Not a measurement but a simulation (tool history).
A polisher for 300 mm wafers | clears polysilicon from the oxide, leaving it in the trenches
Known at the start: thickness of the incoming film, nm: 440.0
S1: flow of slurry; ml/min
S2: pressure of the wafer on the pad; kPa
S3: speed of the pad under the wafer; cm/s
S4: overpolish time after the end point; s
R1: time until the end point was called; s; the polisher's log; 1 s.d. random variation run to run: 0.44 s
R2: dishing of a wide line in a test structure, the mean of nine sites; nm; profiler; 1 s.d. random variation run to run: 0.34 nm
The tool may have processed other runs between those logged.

| run | hour | S1 | S2 | S3 | S4 | R1 | R2 |
|---|---|---|---|---|---|---|---|
| 1 | 0 | 230 | 18.6 | 86 | 13 | 39.483 | 38.789 |
| 2 | 7.5 | 230 | 17.9 | 86 | 12 | 42.128 | 38.969 |
| 3 | 9.4 | 230 | 17.9 | 86 | 9 | 42.707 | 34.763 |
| 4 | 17.8 | 230 | 17.9 | 84 | 8 | 42.4 | 33.814 |
| 5 | 25.9 | 230 | 13.8 | 84 | 8 | 55.863 | 30.176 |
| 6 | 33.3 | 230 | 11.7 | 84 | 8 | 63.689 | 28.686 |
| 7 | 35.6 | 245 | 11 | 88 | 7 | 64.45 | 26.145 |
| 8 | 42.7 | 260 | 11 | 90 | 7 | 62.761 | 27.336 |

The next listed run, before its measurement:
| 9 | 51 | 240 | 11 | 94 | 7 | ? | ? |

Run 9 came out at R1 61.193 s, R2 26.26 nm.
